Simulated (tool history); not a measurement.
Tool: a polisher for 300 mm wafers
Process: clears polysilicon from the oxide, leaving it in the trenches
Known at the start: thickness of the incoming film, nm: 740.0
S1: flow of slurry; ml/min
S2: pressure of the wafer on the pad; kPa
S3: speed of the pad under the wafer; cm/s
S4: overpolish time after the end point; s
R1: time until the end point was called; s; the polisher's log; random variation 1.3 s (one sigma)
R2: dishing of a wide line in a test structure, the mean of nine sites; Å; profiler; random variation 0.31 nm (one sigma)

Run 1, hour 0: S1 215 ml/min, S2 12.4 kPa, S3 98 cm/s, S4 11 s. Result: R1 84.175 s, R2 530.76 Å.
Run 2, hour 1.5: S1 215 ml/min, S2 11.7 kPa, S3 98 cm/s, S4 10 s. Result: R1 90.266 s, R2 506.26 Å.
Run 3, hour 4.4: S1 215 ml/min, S2 11.7 kPa, S3 116 cm/s, S4 10 s. Result: R1 75.596 s, R2 561.28 Å.
Run 4, hour 8.6: S1 215 ml/min, S2 10.3 kPa, S3 116 cm/s, S4 10 s. Result: R1 86.289 s, R2 529.32 Å.
Run 5, hour 16.9: S1 260 ml/min, S2 10.3 kPa, S3 116 cm/s, S4 10 s. Result: R1 82.549 s, R2 530.16 Å.
Run 6, hour 22.9: S1 260 ml/min, S2 10.3 kPa, S3 134 cm/s, S4 10 s. Result: R1 71.809 s, R2 574.24 Å.
Run 7, hour 28.1: S1 275 ml/min, S2 11 kPa, S3 118 cm/s, S4 9 s. Result: R1 77.785 s, R2 525.87 Å.
Run 8, hour 33.2: S1 285 ml/min, S2 11.7 kPa, S3 106 cm/s, S4 8 s. Result: R1 79.61 s, R2 477.34 Å.
Run 9, hour 39: S1 335 ml/min, S2 13.8 kPa, S3 78 cm/s, S4 3 s. Result: R1 89.398 s, R2 210.93 Å.

Run 10 comes next. What will it give?
Run 10, hour 47.7: S1 335 ml/min, S2 13.8 kPa, S3 76 cm/s, S4 3 s. Result: R1 ?, R2 ?.

{"run 10": {"R1": 93.789, "R2": 213.75}}
